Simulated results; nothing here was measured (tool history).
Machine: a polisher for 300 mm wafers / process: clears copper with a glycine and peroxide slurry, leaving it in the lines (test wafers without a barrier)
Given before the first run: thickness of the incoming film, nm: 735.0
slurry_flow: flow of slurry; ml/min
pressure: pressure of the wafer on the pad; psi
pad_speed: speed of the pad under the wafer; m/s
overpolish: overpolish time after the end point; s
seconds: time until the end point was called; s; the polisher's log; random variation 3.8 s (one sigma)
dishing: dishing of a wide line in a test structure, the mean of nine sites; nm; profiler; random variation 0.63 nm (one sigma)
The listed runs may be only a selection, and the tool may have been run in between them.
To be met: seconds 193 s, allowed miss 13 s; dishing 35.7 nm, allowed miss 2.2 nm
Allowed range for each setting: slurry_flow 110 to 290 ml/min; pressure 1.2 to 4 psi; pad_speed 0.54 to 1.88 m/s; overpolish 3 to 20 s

run	hour	slurry_flow	pressure	pad_speed	overpolish	seconds	dishing
1	0	185	2.6	1.2	10	133.22	36.051
2	6.4	185	2.2	1.2	10	150.43	32.511
3	12	185	2.1	1.2	10	156.54	31.616
4	20.7	185	2.1	1.2	8	152.62	26.722
5	23.5	185	2.1	1.2	6	151.11	20.731
6	26.3	185	2	1.2	7	158.55	22.949
7	29.5	185	1.9	1.2	8	164.13	25.539
8	34.4	185	1.2	1.24	13	200.45	32.83
9	43.1	185	1.3	1.24	13	198.21	33.647

Next run, 4 choices. One meets every target within its allowed miss, the rest don't. Which?
A	51.8	180	1.2	1.06	14	?	?
B	51.8	130	1.5	1.12	13	?	?
C	51.8	150	1.7	1.06	14	?	?
D	51.8	175	1.4	1.08	17	?	?

move	seconds	dishing
A	216.19	31.456
B	197.55	31.904
C	189.73	35.195
D	201.06	39.201
A: further off than the last run
B: further off than the last run
C: all results in spec
D: moves the result that the last run missed by most past its target, out the other side
Correct choice: C, which meets every target

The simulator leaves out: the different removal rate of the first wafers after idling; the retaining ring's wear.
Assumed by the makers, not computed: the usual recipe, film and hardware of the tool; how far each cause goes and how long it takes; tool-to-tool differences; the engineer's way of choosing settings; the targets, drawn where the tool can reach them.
